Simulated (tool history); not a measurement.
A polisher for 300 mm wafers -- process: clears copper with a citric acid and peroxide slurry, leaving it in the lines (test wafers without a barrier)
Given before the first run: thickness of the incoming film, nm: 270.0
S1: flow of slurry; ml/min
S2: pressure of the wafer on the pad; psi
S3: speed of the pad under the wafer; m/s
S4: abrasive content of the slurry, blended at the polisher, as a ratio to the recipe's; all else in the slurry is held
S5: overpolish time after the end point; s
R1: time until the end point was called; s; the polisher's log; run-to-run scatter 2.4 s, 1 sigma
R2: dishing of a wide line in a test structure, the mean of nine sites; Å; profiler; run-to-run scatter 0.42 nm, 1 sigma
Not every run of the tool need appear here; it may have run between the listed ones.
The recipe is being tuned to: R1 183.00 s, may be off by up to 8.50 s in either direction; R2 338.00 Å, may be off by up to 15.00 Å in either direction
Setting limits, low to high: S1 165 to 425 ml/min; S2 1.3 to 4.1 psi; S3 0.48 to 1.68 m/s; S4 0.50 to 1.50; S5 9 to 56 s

run 1 hour=0.0 | S1=275 S2=2.7 S3=1.08 S4=1.00 S5=29 | R1=128.39 R2=323.63
run 2 hour=0.6 | S1=275 S2=2.7 S3=1.08 S4=1.10 S5=29 | R1=132.11 R2=324.11
run 3 hour=6.7 | S1=235 S2=2.7 S3=1.08 S4=1.10 S5=29 | R1=134.62 R2=331.70
run 4 hour=15.6 | S1=300 S2=2.7 S3=1.08 S4=1.10 S5=29 | R1=128.57 R2=327.55
run 5 hour=19.9 | S1=290 S2=2.5 S3=1.08 S4=1.15 S5=31 | R1=141.37 R2=327.55
run 6 hour=28.8 | S1=290 S2=2.5 S3=1.08 S4=1.25 S5=31 | R1=137.27 R2=329.52
run 7 hour=33.1 | S1=285 S2=2.4 S3=1.08 S4=1.25 S5=33 | R1=147.24 R2=341.62
run 8 hour=41.5 | S1=280 S2=2.3 S3=1.08 S4=1.25 S5=34 | R1=146.61 R2=340.70

Below are 4 possible settings for the next run. Only one of them brings all results inside the allowed miss of their targets. Which is it?
run A hour=49.9 | S1=270 S2=2.4 S3=1.20 S4=1.25 S5=33 | R1=? R2=?
run B hour=49.9 | S1=285 S2=3.0 S3=1.06 S4=1.50 S5=28 | R1=? R2=?
run C hour=49.9 | S1=260 S2=2.3 S3=0.86 S4=1.50 S5=43 | R1=? R2=?
run D hour=49.9 | S1=285 S2=2.5 S3=1.24 S4=1.20 S5=30 | R1=? R2=?

move=A R1=131.41 R2=365.34
move=B R1=115.37 R2=362.73
move=C R1=184.29 R2=343.79
move=D R1=122.38 R2=359.77
A: further off than the last run
B: further off than the last run
C: each result inside its tolerance
D: further off than the last run
Go with C: it meets all targets.

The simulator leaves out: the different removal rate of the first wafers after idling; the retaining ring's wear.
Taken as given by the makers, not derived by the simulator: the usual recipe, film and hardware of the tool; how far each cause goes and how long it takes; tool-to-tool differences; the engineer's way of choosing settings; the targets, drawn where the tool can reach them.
